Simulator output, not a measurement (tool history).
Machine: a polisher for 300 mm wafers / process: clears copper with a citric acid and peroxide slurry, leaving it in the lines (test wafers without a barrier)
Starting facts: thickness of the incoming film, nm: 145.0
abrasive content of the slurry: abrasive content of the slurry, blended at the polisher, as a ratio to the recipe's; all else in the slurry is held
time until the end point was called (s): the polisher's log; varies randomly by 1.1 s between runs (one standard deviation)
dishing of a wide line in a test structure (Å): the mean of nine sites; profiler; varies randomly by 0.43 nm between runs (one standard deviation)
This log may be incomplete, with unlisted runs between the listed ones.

run	day	flow of slurry (ml/min)	pressure of the wafer on the pad (kPa)	speed of the pad under the wafer (m/s)	abrasive content of the slurry	overpolish time after the end point (s)	time until the end point was called (s)	dishing of a wide line in a test structure (Å)
1	0.000	165	19.3	0.86	1.0	28	71.148	385.09
2	0.046	165	17.2	0.86	1.0	28	81.948	336.27
3	0.154	165	17.2	0.86	1.0	24	78.883	299.48
4	0.333	165	17.2	0.86	1.0	21	78.148	261.86
5	0.633	165	17.2	0.86	1.0	19	80.025	235.31
6	0.979	165	21.4	0.86	1.0	19	64.370	289.85
7	1.112	165	20.7	0.86	1.0	18	66.515	271.68
8	1.458	165	20.0	0.86	1.0	17	69.535	241.23
9	1.483	165	19.3	0.86	1.0	16	73.740	233.35

For run 10, what comes out?
10	1.708	165	19.3	0.86	1.0	15	?	?

Run 10 produced time until the end point was called (s) 71.648, dishing of a wide line in a test structure (Å) 211.17.
